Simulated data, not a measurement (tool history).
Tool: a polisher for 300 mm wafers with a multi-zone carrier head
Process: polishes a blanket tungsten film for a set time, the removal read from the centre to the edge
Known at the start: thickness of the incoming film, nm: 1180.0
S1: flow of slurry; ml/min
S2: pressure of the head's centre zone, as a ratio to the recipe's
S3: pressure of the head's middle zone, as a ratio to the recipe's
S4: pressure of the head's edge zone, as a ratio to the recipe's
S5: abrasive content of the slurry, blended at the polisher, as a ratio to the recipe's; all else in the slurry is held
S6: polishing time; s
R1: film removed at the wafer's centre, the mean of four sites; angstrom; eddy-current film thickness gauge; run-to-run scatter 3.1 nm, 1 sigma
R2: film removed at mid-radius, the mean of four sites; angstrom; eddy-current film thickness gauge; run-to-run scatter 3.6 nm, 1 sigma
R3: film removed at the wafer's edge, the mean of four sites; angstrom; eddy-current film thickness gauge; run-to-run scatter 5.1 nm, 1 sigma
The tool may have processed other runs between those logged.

run  hour   S1    S2    S3    S4    S5  S6      R1      R2      R3
  1   0.0  165  1.00  1.00  1.00  1.00  64  3553.1  3355.4  3460.1
  2   1.6  175  0.98  1.04  1.04  1.10  65  3692.4  3664.0  3793.0
  3   3.4  175  0.98  1.07  1.04  1.10  65  3678.4  3768.6  3705.7
  4   4.8  190  0.97  1.10  1.07  1.15  65  3697.1  3946.0  3870.5
  5  13.3  190  0.97  1.10  1.07  1.00  65  3603.2  3766.2  3683.9
  6  21.6  200  0.97  1.12  1.09  1.10  65  3767.3  4051.6  3835.4
  7  27.3  205  0.96  1.12  1.11  1.20  65  3817.1  4132.2  4024.1
  8  28.7  210  0.95  1.13  1.12  1.25  65  3910.3  4234.9  4102.4
  9  32.8  215  0.94  1.14  1.13  1.30  65  3871.1  4318.0  4188.7
 10  34.6  220  0.94  1.15  1.14  1.35  65  3961.1  4415.2  4265.9
 11  37.3  225  0.93  1.16  1.15  1.40  65  3945.6  4556.6  4444.7
 12  41.9  230  0.93  1.17  1.15  1.40  65  3947.2  4559.1  4337.7
 13  44.6  230  0.93  1.17  1.16  1.40  65  3982.7  4630.9  4337.0

Expected results for the next run?
 14  51.0  230  0.93  1.17  1.16  1.40  65   ?   ?   ?

R1: 3968.5 angstrom
R2: 4530.5 angstrom
R3: 4371.1 angstrom

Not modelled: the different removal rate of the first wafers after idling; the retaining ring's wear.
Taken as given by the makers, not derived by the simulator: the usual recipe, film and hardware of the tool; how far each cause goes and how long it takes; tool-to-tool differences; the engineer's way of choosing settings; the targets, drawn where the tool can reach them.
